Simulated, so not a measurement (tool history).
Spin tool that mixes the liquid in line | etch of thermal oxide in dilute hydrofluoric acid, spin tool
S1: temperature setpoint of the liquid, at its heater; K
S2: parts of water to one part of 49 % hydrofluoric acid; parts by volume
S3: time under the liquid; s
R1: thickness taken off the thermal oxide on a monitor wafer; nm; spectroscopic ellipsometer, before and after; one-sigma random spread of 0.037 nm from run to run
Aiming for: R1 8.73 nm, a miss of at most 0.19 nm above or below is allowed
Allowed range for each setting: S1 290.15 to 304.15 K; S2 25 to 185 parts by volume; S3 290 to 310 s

{"run": 1, "hour": 0.0, "S1": 296.15, "S2": 105, "S3": 290, "R1": 11.004}
{"run": 2, "hour": 4.6, "S1": 296.15, "S2": 105, "S3": 290, "R1": 11.026}
{"run": 3, "hour": 13.3, "S1": 294.65, "S2": 105, "S3": 290, "R1": 10.35}
{"run": 4, "hour": 19.6, "S1": 293.65, "S2": 105, "S3": 290, "R1": 9.8448}
{"run": 5, "hour": 28.2, "S1": 293.65, "S2": 105, "S3": 310, "R1": 10.627}
{"run": 6, "hour": 34.2, "S1": 292.65, "S2": 105, "S3": 310, "R1": 10.198}
{"run": 7, "hour": 40.2, "S1": 292.15, "S2": 105, "S3": 310, "R1": 10.017}
{"run": 8, "hour": 41.1, "S1": 291.65, "S2": 105, "S3": 310, "R1": 9.7284}
{"run": 9, "hour": 49.7, "S1": 291.15, "S2": 105, "S3": 310, "R1": 9.5669}
{"run": 10, "hour": 52.7, "S1": 290.65, "S2": 105, "S3": 310, "R1": 9.4003}

Which one of the following 4 next-run settings gets every result inside its allowed miss? There is exactly one.
{"run": "A", "hour": 55.7, "S1": 290.65, "S2": 95, "S3": 310, "R1": "?"}
{"run": "B", "hour": 55.7, "S1": 290.15, "S2": 110, "S3": 310, "R1": "?"}
{"run": "C", "hour": 55.7, "S1": 290.15, "S2": 95, "S3": 295, "R1": "?"}
{"run": "D", "hour": 55.7, "S1": 290.15, "S2": 90, "S3": 300, "R1": "?"}

move=A R1=10.482
move=B R1=8.7266
move=C R1=9.7661
move=D R1=10.539
A: misses by more than the last run did
B: every result lands within tolerance
C: misses by more than the last run did
D: misses by more than the last run did
Answer: B

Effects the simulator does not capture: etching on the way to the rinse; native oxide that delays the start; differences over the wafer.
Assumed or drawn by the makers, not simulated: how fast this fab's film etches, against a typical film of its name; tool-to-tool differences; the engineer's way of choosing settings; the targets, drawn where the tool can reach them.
